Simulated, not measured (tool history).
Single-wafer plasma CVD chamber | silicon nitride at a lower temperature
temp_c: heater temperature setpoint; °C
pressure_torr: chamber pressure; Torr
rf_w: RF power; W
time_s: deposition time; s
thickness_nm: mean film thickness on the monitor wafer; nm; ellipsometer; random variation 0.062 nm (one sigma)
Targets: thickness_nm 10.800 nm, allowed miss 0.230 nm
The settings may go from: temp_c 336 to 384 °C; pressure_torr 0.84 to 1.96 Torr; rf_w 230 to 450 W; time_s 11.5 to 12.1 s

{"run": 1, "day": 0.0, "temp_c": 360, "pressure_torr": 1.4, "rf_w": 340, "time_s": 12.1, "thickness_nm": 14.0}
{"run": 2, "day": 0.254, "temp_c": 360, "pressure_torr": 1.33, "rf_w": 325, "time_s": 12.1, "thickness_nm": 13.393}
{"run": 3, "day": 0.521, "temp_c": 368, "pressure_torr": 1.33, "rf_w": 325, "time_s": 12.1, "thickness_nm": 13.281}
{"run": 4, "day": 0.796, "temp_c": 357, "pressure_torr": 1.33, "rf_w": 325, "time_s": 12.1, "thickness_nm": 13.242}
{"run": 5, "day": 1.15, "temp_c": 357, "pressure_torr": 1.33, "rf_w": 325, "time_s": 12.1, "thickness_nm": 13.368}
{"run": 6, "day": 1.271, "temp_c": 357, "pressure_torr": 1.33, "rf_w": 325, "time_s": 11.5, "thickness_nm": 12.638}
{"run": 7, "day": 1.296, "temp_c": 357, "pressure_torr": 1.26, "rf_w": 320, "time_s": 11.5, "thickness_nm": 12.394}
{"run": 8, "day": 1.517, "temp_c": 358, "pressure_torr": 0.98, "rf_w": 265, "time_s": 11.5, "thickness_nm": 9.921}

5 next moves are on the table. One of them brings every result within its allowed miss. Which?
{"run": "A", "day": 1.738, "temp_c": 360, "pressure_torr": 1.13, "rf_w": 260, "time_s": 11.7, "thickness_nm": "?"}
{"run": "B", "day": 1.738, "temp_c": 370, "pressure_torr": 0.87, "rf_w": 280, "time_s": 11.5, "thickness_nm": "?"}
{"run": "C", "day": 1.738, "temp_c": 362, "pressure_torr": 1.01, "rf_w": 275, "time_s": 11.5, "thickness_nm": "?"}
{"run": "D", "day": 1.738, "temp_c": 347, "pressure_torr": 1.17, "rf_w": 270, "time_s": 11.5, "thickness_nm": "?"}
{"run": "E", "day": 1.738, "temp_c": 357, "pressure_torr": 0.89, "rf_w": 285, "time_s": 11.8, "thickness_nm": "?"}

move=A thickness_nm=10.160
move=B thickness_nm=10.302
move=C thickness_nm=10.386
move=D thickness_nm=10.496
move=E thickness_nm=10.856
A: nearer than the last run, and not there yet
B: nearer than the last run, and not there yet
C: nearer than the last run, and not there yet
D: nearer than the last run, and not there yet
E: meets every target
Answer: E
